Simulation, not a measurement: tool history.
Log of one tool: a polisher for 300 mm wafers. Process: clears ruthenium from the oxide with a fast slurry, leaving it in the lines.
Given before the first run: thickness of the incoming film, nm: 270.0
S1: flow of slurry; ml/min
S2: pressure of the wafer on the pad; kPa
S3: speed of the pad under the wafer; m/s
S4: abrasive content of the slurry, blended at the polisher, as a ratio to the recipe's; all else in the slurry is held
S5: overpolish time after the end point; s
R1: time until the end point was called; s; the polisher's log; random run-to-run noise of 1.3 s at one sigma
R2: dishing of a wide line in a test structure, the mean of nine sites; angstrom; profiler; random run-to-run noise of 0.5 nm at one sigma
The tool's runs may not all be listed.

{"run": 1, "hour": 0.0, "S1": 145, "S2": 19.3, "S3": 1.08, "S4": 1, "S5": 21, "R1": 69.434, "R2": 583.95}
{"run": 2, "hour": 6.1, "S1": 145, "S2": 19.3, "S3": 1.08, "S4": 1.2, "S5": 21, "R1": 65.073, "R2": 632.41}
{"run": 3, "hour": 12.4, "S1": 145, "S2": 19.3, "S3": 1.08, "S4": 1.2, "S5": 27, "R1": 66.049, "R2": 717.37}
{"run": 4, "hour": 20.9, "S1": 145, "S2": 19.3, "S3": 1.08, "S4": 1.35, "S5": 27, "R1": 63.684, "R2": 774.25}
{"run": 5, "hour": 26.1, "S1": 145, "S2": 19.3, "S3": 1.08, "S4": 1.2, "S5": 27, "R1": 65.139, "R2": 733.17}
{"run": 6, "hour": 26.7, "S1": 145, "S2": 19.3, "S3": 1.08, "S4": 1.2, "S5": 22, "R1": 65.907, "R2": 646.54}

For run 7, what comes out?
{"run": 7, "hour": 30.7, "S1": 145, "S2": 19.3, "S3": 1.08, "S4": 1.05, "S5": 19, "R1": "?", "R2": "?"}

Run 7 measured R1 69.532 s, R2 534.15 angstrom.

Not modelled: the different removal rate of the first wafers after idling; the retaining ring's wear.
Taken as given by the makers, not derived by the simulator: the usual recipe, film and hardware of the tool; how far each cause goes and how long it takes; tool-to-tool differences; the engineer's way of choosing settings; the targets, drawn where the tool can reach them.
